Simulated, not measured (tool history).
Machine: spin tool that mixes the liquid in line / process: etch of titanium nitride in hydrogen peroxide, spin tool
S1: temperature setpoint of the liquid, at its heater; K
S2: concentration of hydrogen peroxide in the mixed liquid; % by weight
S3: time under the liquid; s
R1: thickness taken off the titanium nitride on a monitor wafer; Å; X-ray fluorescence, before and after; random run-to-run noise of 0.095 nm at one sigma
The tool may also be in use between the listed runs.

run,day,S1,S2,S3,R1
1,0.000,318.15,15.5,130,63.153
2,0.308,318.15,13.0,130,59.502
3,0.475,318.15,14.5,130,60.993
4,0.833,320.65,14.5,130,72.741
5,0.954,322.65,14.5,130,83.607
6,1.238,324.15,14.5,130,94.137
7,1.592,325.15,14.5,130,102.130

Predict the results of run 8:
8,1.888,325.65,14.5,130,?

R1: 105.460 Å
